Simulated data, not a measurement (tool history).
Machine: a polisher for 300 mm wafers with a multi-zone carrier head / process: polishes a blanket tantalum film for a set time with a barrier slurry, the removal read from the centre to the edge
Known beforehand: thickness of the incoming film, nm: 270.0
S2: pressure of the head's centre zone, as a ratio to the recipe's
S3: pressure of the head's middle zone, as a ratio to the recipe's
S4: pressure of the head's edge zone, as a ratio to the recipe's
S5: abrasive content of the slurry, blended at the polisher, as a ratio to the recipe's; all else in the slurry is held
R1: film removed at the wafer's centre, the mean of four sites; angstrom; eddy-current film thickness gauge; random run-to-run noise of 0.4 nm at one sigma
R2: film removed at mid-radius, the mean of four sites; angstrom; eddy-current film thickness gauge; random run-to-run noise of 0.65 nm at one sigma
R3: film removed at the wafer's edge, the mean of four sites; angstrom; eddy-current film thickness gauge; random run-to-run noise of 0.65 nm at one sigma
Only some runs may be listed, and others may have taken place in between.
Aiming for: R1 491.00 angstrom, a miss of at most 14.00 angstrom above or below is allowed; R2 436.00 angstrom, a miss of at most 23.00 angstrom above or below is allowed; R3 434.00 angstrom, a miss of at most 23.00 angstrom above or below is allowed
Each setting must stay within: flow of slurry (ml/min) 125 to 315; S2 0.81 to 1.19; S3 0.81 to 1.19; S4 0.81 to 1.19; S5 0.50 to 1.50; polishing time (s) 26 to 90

{"run": 1, "hour": 0.0, "flow of slurry (ml/min)": 205, "S2": 1.0, "S3": 1.0, "S4": 1.0, "S5": 1.0, "polishing time (s)": 58, "R1": 953.56, "R2": 928.26, "R3": 960.19}
{"run": 2, "hour": 4.3, "flow of slurry (ml/min)": 200, "S2": 1.01, "S3": 0.99, "S4": 0.97, "S5": 0.9, "polishing time (s)": 51, "R1": 803.0, "R2": 774.06, "R3": 778.16}
{"run": 3, "hour": 12.4, "flow of slurry (ml/min)": 195, "S2": 1.01, "S3": 0.96, "S4": 0.94, "S5": 0.8, "polishing time (s)": 48, "R1": 704.24, "R2": 677.26, "R3": 691.51}
{"run": 4, "hour": 13.7, "flow of slurry (ml/min)": 195, "S2": 1.05, "S3": 0.96, "S4": 0.94, "S5": 0.8, "polishing time (s)": 48, "R1": 736.52, "R2": 676.13, "R3": 678.06}
{"run": 5, "hour": 17.6, "flow of slurry (ml/min)": 195, "S2": 1.05, "S3": 0.96, "S4": 0.94, "S5": 0.8, "polishing time (s)": 54, "R1": 806.23, "R2": 758.41, "R3": 774.08}
{"run": 6, "hour": 24.5, "flow of slurry (ml/min)": 200, "S2": 1.05, "S3": 0.95, "S4": 0.93, "S5": 0.75, "polishing time (s)": 50, "R1": 735.36, "R2": 668.69, "R3": 691.19}
{"run": 7, "hour": 33.3, "flow of slurry (ml/min)": 205, "S2": 1.05, "S3": 0.95, "S4": 0.92, "S5": 0.7, "polishing time (s)": 47, "R1": 662.02, "R2": 594.75, "R3": 604.65}
{"run": 8, "hour": 36.2, "flow of slurry (ml/min)": 215, "S2": 1.04, "S3": 0.94, "S4": 0.9, "S5": 0.65, "polishing time (s)": 46, "R1": 604.12, "R2": 555.71, "R3": 540.4}
{"run": 9, "hour": 44.3, "flow of slurry (ml/min)": 225, "S2": 1.03, "S3": 0.91, "S4": 0.89, "S5": 0.65, "polishing time (s)": 46, "R1": 598.67, "R2": 531.07, "R3": 554.75}
{"run": 10, "hour": 48.7, "flow of slurry (ml/min)": 230, "S2": 1.03, "S3": 0.91, "S4": 0.87, "S5": 0.6, "polishing time (s)": 46, "R1": 559.33, "R2": 489.43, "R3": 530.12}
{"run": 11, "hour": 56.6, "flow of slurry (ml/min)": 215, "S2": 1.11, "S3": 1.01, "S4": 0.81, "S5": 0.5, "polishing time (s)": 39, "R1": 402.08, "R2": 359.84, "R3": 332.62}

4 candidate next runs follow, results not yet known. Just one meets every target within its allowed miss. Identify it.
{"run": "A", "hour": 64.5, "flow of slurry (ml/min)": 200, "S2": 0.96, "S3": 0.83, "S4": 0.9, "S5": 0.55, "polishing time (s)": 49, "R1": "?", "R2": "?", "R3": "?"}
{"run": "B", "hour": 64.5, "flow of slurry (ml/min)": 205, "S2": 1.14, "S3": 1.08, "S4": 0.86, "S5": 0.55, "polishing time (s)": 44, "R1": "?", "R2": "?", "R3": "?"}
{"run": "C", "hour": 64.5, "flow of slurry (ml/min)": 245, "S2": 1.03, "S3": 0.91, "S4": 0.81, "S5": 0.7, "polishing time (s)": 35, "R1": "?", "R2": "?", "R3": "?"}
{"run": "D", "hour": 64.5, "flow of slurry (ml/min)": 235, "S2": 1.14, "S3": 1.03, "S4": 0.81, "S5": 0.55, "polishing time (s)": 40, "R1": "?", "R2": "?", "R3": "?"}

move=A R1=492.21 R2=434.07 R3=501.98
move=B R1=528.54 R2=487.12 R3=441.23
move=C R1=493.14 R2=435.34 R3=441.82
move=D R1=490.19 R2=433.17 R3=396.27
A: meets the target for the result that was furthest off, but another lies outside its allowed miss
B: takes the biggest miss from the last run beyond its target
C: all results in spec
D: meets the target for the result that was furthest off, but another lies outside its allowed miss
The right move is C.
